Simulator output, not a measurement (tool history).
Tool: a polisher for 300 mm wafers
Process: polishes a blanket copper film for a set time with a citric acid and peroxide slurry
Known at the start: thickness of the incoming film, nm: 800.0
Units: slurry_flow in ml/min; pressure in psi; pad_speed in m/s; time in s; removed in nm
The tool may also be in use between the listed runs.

Run 1, hour 0.0: slurry_flow 265 ml/min, pressure 2.4 psi, pad_speed 0.88 m/s, slurry_solids 1.0, time 25 s. Result: removed 32.646 nm.
Run 2, hour 2.3: slurry_flow 265 ml/min, pressure 2.9 psi, pad_speed 0.88 m/s, slurry_solids 1.0, time 25 s. Result: removed 37.397 nm.
Run 3, hour 8.1: slurry_flow 325 ml/min, pressure 2.9 psi, pad_speed 0.88 m/s, slurry_solids 1.0, time 25 s. Result: removed 37.990 nm.
Run 4, hour 10.2: slurry_flow 325 ml/min, pressure 2.9 psi, pad_speed 0.88 m/s, slurry_solids 1.0, time 23 s. Result: removed 34.836 nm.
Run 5, hour 12.7: slurry_flow 325 ml/min, pressure 2.9 psi, pad_speed 0.88 m/s, slurry_solids 1.0, time 25 s. Result: removed 38.407 nm.
Run 6, hour 13.9: slurry_flow 325 ml/min, pressure 2.8 psi, pad_speed 0.88 m/s, slurry_solids 1.0, time 25 s. Result: removed 37.006 nm.
Run 7, hour 21.5: slurry_flow 325 ml/min, pressure 2.7 psi, pad_speed 0.88 m/s, slurry_solids 1.0, time 25 s. Result: removed 36.702 nm.
Run 8, hour 22.6: slurry_flow 320 ml/min, pressure 2.6 psi, pad_speed 0.88 m/s, slurry_solids 1.0, time 25 s. Result: removed 35.267 nm.
Run 9, hour 23.7: slurry_flow 320 ml/min, pressure 2.5 psi, pad_speed 0.88 m/s, slurry_solids 1.0, time 25 s. Result: removed 34.522 nm.
Run 10, hour 31.5: slurry_flow 320 ml/min, pressure 2.4 psi, pad_speed 0.88 m/s, slurry_solids 1.0, time 25 s. Result: removed 34.061 nm.

The next listed run, before its measurement:
Run 11, hour 36.5: slurry_flow 315 ml/min, pressure 2.3 psi, pad_speed 0.88 m/s, slurry_solids 1.0, time 25 s. Result: removed ?.

removed: 33.165 nm

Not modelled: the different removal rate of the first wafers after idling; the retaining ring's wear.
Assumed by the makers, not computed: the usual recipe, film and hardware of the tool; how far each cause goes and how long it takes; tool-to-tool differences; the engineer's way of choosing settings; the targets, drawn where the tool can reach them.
